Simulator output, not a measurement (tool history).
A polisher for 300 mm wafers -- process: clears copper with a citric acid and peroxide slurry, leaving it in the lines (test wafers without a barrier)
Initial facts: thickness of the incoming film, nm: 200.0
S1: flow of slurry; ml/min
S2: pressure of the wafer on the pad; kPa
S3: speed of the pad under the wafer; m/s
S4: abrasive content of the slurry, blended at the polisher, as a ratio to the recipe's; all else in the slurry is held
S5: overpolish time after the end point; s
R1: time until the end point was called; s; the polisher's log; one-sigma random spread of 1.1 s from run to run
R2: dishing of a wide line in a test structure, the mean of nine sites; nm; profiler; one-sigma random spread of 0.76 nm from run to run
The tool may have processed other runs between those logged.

run  hour   S1    S2    S3   S4  S5      R1      R2
  1   0.0  130  18.6  1.00  1.0  21  89.478  29.736
  2   5.6  130  20.7  1.00  1.0  21  83.129  32.153
  3  11.3  130  21.4  1.00  1.0  22  79.854  33.975
  4  14.4  105  21.4  1.00  1.0  22  84.206  33.011
  5  17.8  110  21.4  1.00  1.0  23  82.640  33.927
  6  23.0  110  21.4  0.90  1.0  23  89.907  32.406
  7  24.0  115  22.1  0.90  1.0  24  88.597  33.996

Run 8, settings as shown, results not yet in. Your forecast:
  8  32.2  115  22.1  0.90  1.0  24   ?   ?

{"run 8": {"R1": 88.865, "R2": 33.974}}
